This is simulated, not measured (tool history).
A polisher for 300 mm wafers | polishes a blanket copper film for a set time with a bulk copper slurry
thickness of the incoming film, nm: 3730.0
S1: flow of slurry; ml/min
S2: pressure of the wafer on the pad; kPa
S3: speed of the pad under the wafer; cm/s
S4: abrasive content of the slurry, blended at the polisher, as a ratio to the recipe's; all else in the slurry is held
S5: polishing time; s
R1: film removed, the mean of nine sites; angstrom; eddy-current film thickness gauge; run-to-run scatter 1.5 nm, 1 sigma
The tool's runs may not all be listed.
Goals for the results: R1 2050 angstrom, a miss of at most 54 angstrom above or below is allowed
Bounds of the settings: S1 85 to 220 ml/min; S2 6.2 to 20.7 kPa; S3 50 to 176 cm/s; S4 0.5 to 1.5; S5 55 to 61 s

run,day,S1,S2,S3,S4,S5,R1
1,0,140,13.1,112,1,61,4435.6
2,0.35,130,11,104,1,61,3450.7
3,0.658,130,11,130,1,61,4299.7
4,1.021,130,11,130,1,61,4331.3
5,1.058,105,11,130,1,61,4116.5
6,1.388,100,9.7,120,1,61,3314.3
7,1.538,95,8.3,114,1,61,2711.7
8,1.638,95,7.6,112,1,61,2423.6
# day 2.008: slurry blender recalibrated
9,2.008,95,6.9,112,1,61,2407.2
10,2.229,90,6.9,110,1,61,2325.7
11,2.371,90,6.9,108,1,61,2300.1
12,2.425,85,6.2,100,1,61,1887.2
13,2.792,95,6.2,100,1,61,1957.7
14,3,100,6.2,100,1,61,1937.3
15,3.154,105,6.2,100,1,61,1990.2

Next run, 5 choices. One meets every target within its allowed miss, the rest don't. Which?
A,3.308,85,6.2,110,1.05,55,?
B,3.308,135,7.6,86,1.05,61,?
C,3.308,85,6.2,110,1,56,?
D,3.308,85,7.6,90,1.1,60,?
E,3.308,100,6.2,104,1.15,55,?

move,R1
A,1907.8
B,2216.1
C,1924
D,2091.8
E,1908.2
A: lands further from the targets than the last run did
B: moves the result that the last run missed by most past its target, out the other side
C: lands further from the targets than the last run did
D: in spec on every target
E: lands further from the targets than the last run did
Answer: D

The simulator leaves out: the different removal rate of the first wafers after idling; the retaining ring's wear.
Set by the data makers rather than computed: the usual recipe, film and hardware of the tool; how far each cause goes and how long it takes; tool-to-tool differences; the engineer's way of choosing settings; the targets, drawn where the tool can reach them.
